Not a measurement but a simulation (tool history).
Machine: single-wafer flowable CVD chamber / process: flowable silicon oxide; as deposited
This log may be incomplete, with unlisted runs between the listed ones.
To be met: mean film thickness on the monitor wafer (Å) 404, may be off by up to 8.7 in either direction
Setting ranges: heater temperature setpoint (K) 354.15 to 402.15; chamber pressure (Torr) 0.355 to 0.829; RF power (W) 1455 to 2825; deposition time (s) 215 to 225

run,hour,heater temperature setpoint (K),chamber pressure (Torr),RF power (W),deposition time (s),mean film thickness on the monitor wafer (Å)
1,0,378.15,0.592,2140,225,761.82
2,7.8,380.15,0.592,2140,225,717.16
3,12,382.15,0.592,2140,225,675.88
4,13.4,382.15,0.592,2430,225,689.26
5,16.4,387.15,0.592,2430,225,598.99
6,24.6,387.15,0.697,2430,225,703.06
7,33.4,389.15,0.692,2430,225,661.63
8,37.1,390.15,0.687,2430,225,636.91
9,41.1,391.15,0.682,2430,225,622.44
10,44.3,392.15,0.674,2430,225,592.3
11,45.1,402.15,0.646,2425,225,442.7
12,47.6,402.15,0.64,2425,225,440.17
13,50.8,402.15,0.635,2425,225,439.76
14,57.5,402.15,0.629,2425,225,437.26

Pick the move, out of 5, that brings all results within their allowed miss; only one does.
A,64.2,402.15,0.578,2315,220,?
B,64.2,397.15,0.55,2280,215,?
C,64.2,395.15,0.524,2510,220,?
D,64.2,401.15,0.566,2315,215,?
E,64.2,402.15,0.589,2450,215,?

move,mean film thickness on the monitor wafer (Å)
A,391.01
B,409.14
C,424.66
D,383.35
E,391.88
A: pushes the last run's worst result past its target
B: all results in spec
C: better than the last run, though not everything is in spec
D: pushes the last run's worst result past its target
E: pushes the last run's worst result past its target
Correct choice: B, which meets every target
